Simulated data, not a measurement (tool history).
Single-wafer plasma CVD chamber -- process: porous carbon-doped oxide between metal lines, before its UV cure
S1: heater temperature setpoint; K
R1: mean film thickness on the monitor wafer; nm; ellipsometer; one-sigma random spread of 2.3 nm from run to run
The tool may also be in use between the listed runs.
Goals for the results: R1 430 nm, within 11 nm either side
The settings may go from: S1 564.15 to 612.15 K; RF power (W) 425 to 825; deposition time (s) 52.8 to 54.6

Run 1, day 0: S1 588.15 K, RF power (W) 625, deposition time (s) 52.8. Result: R1 330.8 nm.
Run 2, day 0.025: S1 585.15 K, RF power (W) 655, deposition time (s) 53. Result: R1 353.37 nm.
Run 3, day 0.133: S1 585.15 K, RF power (W) 710, deposition time (s) 53. Result: R1 371.47 nm.
Run 4, day 0.412: S1 582.15 K, RF power (W) 720, deposition time (s) 53.1. Result: R1 382.29 nm.
Run 5, day 0.783: S1 580.15 K, RF power (W) 730, deposition time (s) 53.2. Result: R1 396.39 nm.
Run 6, day 1.017: S1 578.15 K, RF power (W) 735, deposition time (s) 53.2. Result: R1 403.39 nm.
Run 7, day 1.05: S1 577.15 K, RF power (W) 740, deposition time (s) 53.2. Result: R1 406.43 nm.
Run 8, day 1.183: S1 576.15 K, RF power (W) 745, deposition time (s) 53.2. Result: R1 409.69 nm.
Run 9, day 1.271: S1 575.15 K, RF power (W) 750, deposition time (s) 53.2. Result: R1 414.35 nm.
Run 10, day 1.467: S1 574.15 K, RF power (W) 750, deposition time (s) 53.2. Result: R1 419.48 nm.

Which of these 4 next moves meets every target?
Run A, day 1.662: S1 566.15 K, RF power (W) 710, deposition time (s) 54.2. Result: R1 ?.
Run B, day 1.662: S1 569.15 K, RF power (W) 690, deposition time (s) 52.8. Result: R1 ?.
Run C, day 1.662: S1 575.15 K, RF power (W) 725, deposition time (s) 53.8. Result: R1 ?.
Run D, day 1.662: S1 578.15 K, RF power (W) 745, deposition time (s) 53.3. Result: R1 ?.

move      R1
   A   428.7
   B  400.96
   C  406.95
   D  403.52
A: each result inside its tolerance
B: further off than the last run
C: further off than the last run
D: further off than the last run
Answer: A
